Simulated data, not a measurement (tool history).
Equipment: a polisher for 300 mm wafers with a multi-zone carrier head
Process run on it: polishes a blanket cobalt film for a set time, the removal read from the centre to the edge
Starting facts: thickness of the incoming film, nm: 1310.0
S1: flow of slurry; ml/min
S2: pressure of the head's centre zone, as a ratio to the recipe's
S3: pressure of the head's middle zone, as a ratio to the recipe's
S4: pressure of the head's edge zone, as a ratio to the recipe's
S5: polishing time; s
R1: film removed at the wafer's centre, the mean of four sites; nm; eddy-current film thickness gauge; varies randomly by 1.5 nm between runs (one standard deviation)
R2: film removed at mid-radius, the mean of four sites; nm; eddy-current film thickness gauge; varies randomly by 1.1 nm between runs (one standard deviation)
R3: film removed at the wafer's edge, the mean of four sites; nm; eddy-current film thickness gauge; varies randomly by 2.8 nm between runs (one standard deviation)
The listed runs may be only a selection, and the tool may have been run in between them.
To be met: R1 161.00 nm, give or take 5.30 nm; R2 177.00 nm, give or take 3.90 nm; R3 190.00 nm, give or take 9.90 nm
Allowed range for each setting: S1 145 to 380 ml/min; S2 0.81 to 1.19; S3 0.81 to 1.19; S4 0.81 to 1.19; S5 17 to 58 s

run 1 hour=0.0 | S1=245 S2=1.00 S3=1.00 S4=1.00 S5=37 | R1=125.32 R2=126.68 R3=126.48
run 2 hour=7.2 | S1=245 S2=0.99 S3=1.00 S4=1.02 S5=38 | R1=130.41 R2=130.23 R3=131.10
run 3 hour=11.4 | S1=275 S2=0.99 S3=1.00 S4=1.02 S5=38 | R1=131.38 R2=131.89 R3=129.38
run 4 hour=16.6 | S1=275 S2=0.99 S3=1.00 S4=1.07 S5=38 | R1=130.42 R2=130.89 R3=134.13
run 5 hour=18.6 | S1=260 S2=0.99 S3=1.01 S4=1.08 S5=39 | R1=133.46 R2=135.67 R3=140.27
run 6 hour=21.2 | S1=250 S2=0.99 S3=1.02 S4=1.09 S5=40 | R1=136.45 R2=139.48 R3=142.35
run 7 hour=22.1 | S1=240 S2=0.98 S3=1.02 S4=1.10 S5=41 | R1=138.06 R2=142.86 R3=144.09
run 8 hour=29.5 | S1=240 S2=0.98 S3=1.02 S4=1.10 S5=41 | R1=138.27 R2=140.74 R3=148.68
run 9 hour=36.3 | S1=230 S2=0.98 S3=1.03 S4=1.11 S5=42 | R1=140.31 R2=146.59 R3=143.08
run 10 hour=37.0 | S1=245 S2=0.97 S3=1.03 S4=1.12 S5=43 | R1=143.78 R2=151.86 R3=154.02

Which of these 5 next moves meets every target?
run A hour=37.7 | S1=225 S2=1.00 S3=0.91 S4=1.19 S5=39 | R1=? R2=? R3=?
run B hour=37.7 | S1=280 S2=0.84 S3=0.90 S4=1.19 S5=46 | R1=? R2=? R3=?
run C hour=37.7 | S1=335 S2=1.01 S3=1.00 S4=1.12 S5=48 | R1=? R2=? R3=?
run D hour=37.7 | S1=215 S2=0.89 S3=0.99 S4=1.15 S5=53 | R1=? R2=? R3=?
run E hour=37.7 | S1=275 S2=0.87 S3=0.83 S4=1.13 S5=40 | R1=? R2=? R3=?

move=A R1=129.44 R2=121.20 R3=140.38
move=B R1=135.27 R2=145.58 R3=168.94
move=C R1=168.91 R2=168.73 R3=173.88
move=D R1=157.96 R2=175.72 R3=186.91
move=E R1=120.89 R2=118.18 R3=143.62
A: further off than the last run
B: further off than the last run
C: an improvement on the last run, though not all results are within tolerance
D: every result lands within tolerance
E: further off than the last run
D is the move that brings every result within its allowed miss.
